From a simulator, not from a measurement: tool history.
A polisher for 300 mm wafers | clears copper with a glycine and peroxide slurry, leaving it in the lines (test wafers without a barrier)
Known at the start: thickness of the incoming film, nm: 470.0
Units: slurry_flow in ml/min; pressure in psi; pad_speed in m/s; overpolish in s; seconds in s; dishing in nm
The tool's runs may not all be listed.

| run | hour | slurry_flow | pressure | pad_speed | overpolish | seconds | dishing |
|---|---|---|---|---|---|---|---|
| 1 | 0 | 310 | 3.3 | 0.96 | 24 | 103.06 | 60.635 |
| 2 | 8.9 | 310 | 3 | 0.96 | 24 | 111.73 | 56.056 |
| 3 | 13.8 | 310 | 2.9 | 0.96 | 25 | 114.73 | 56.096 |
| 4 | 14.4 | 245 | 2.9 | 0.96 | 25 | 117.32 | 55.127 |
| 5 | 23.3 | 245 | 2.9 | 0.96 | 21 | 117.68 | 49.495 |
|  | 31 | worn pad replaced by a new one |
| 6 | 31 | 210 | 2.9 | 0.96 | 21 | 103.06 | 53.713 |

Forecast run 7:
| 7 | 39.6 | 240 | 2.9 | 0.96 | 22 | ? | ? |

{"run 7": {"seconds": 103.47, "dishing": 55.96}}

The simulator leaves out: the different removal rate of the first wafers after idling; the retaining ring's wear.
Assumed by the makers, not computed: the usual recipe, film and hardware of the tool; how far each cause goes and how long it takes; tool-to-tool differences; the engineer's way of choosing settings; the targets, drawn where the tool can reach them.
